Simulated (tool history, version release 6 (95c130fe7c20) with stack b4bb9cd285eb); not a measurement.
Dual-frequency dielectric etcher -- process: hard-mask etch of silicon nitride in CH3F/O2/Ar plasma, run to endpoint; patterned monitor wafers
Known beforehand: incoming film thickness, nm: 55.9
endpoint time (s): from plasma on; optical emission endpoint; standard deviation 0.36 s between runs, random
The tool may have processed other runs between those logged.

{"run": 1, "day": 0.0, "source power (W)": 470, "bias power (W)": 87, "endpoint time (s)": 68.926}
{"run": 2, "day": 0.038, "source power (W)": 520, "bias power (W)": 87, "endpoint time (s)": 66.581}
{"run": 3, "day": 0.188, "source power (W)": 460, "bias power (W)": 83, "endpoint time (s)": 70.38}
{"run": 4, "day": 0.525, "source power (W)": 420, "bias power (W)": 79, "endpoint time (s)": 73.624}
{"run": 5, "day": 0.692, "source power (W)": 390, "bias power (W)": 77, "endpoint time (s)": 75.821}
{"day": 1.054, "done": "wet clean of the chamber"}
{"run": 6, "day": 1.054, "source power (W)": 390, "bias power (W)": 92, "endpoint time (s)": 73.815}
{"run": 7, "day": 1.088, "source power (W)": 360, "bias power (W)": 89, "endpoint time (s)": 75.867}

Expected results for the next run?
{"run": 8, "day": 1.138, "source power (W)": 280, "bias power (W)": 76, "endpoint time (s)": "?"}

{"run 8": {"endpoint time (s)": 85.286}}
